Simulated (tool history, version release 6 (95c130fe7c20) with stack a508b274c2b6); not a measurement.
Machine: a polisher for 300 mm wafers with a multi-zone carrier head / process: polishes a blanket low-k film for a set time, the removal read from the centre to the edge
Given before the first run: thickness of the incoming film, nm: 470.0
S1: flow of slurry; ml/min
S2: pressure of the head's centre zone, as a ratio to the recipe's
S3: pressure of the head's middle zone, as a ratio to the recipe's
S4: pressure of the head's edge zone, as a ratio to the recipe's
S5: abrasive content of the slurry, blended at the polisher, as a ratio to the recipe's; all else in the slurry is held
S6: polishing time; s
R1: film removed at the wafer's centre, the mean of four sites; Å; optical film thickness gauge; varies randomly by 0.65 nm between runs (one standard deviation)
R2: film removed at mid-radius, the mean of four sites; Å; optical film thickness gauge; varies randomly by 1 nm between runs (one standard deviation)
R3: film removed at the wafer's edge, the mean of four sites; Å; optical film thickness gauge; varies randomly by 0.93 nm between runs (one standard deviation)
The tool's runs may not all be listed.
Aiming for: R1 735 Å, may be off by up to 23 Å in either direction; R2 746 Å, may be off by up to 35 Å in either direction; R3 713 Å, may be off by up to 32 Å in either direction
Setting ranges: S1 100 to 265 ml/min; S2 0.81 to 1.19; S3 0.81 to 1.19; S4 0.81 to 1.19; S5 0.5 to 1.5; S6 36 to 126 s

run  hour   S1    S2    S3    S4    S5  S6      R1      R2      R3
  1     0  170     1     1     1     1  81  434.19  430.52  442.12
  2   5.3  180  1.02  1.03  1.03   1.1  84  477.65  490.93  501.96
  3  13.5  190  1.06  1.05  1.03   1.2  85  530.06   519.2   525.8
  4  20.9  200  1.08  1.08  1.04  1.25  87   571.5  581.65  546.08
  5  23.2  200  1.09  1.08  1.06   1.3  89  581.86  570.79  584.05
  6  27.5  205   1.1   1.1  1.06  1.35  91   628.1   612.3  600.38
  7  31.2  205   1.1   1.1  1.06  1.35  91  620.79  612.97  603.92
  8  38.9  210  1.11  1.12  1.07   1.4  93  655.13  652.11   622.2
  9  45.7  215  1.11  1.13  1.08   1.4  95  677.38  679.69  633.73
 10  49.9  220  1.09  1.13  1.15   1.5  99  704.74  719.07  715.86

Exactly one of the 4 candidate moves below puts every result within its allowed miss. Which one?
  A  54.1  225  1.04   1.1  1.18  1.5   98   ?   ?   ?
  B  54.1  235  1.05  1.11  1.17  1.4   96   ?   ?   ?
  C  54.1  225  1.14  1.03  1.19  1.3  106   ?   ?   ?
  D  54.1  205  1.09  1.12  1.07  1.3  108   ?   ?   ?

move      R1      R2      R3
   A  677.86  690.01  714.98
   B  657.55  667.56  682.29
   C  760.71  667.46   735.8
   D  730.45  721.18  702.14
A: moves away from the targets compared with the last run
B: moves away from the targets compared with the last run
C: pushes the last run's worst result past its target
D: meets every target
Go with D: it meets all targets.
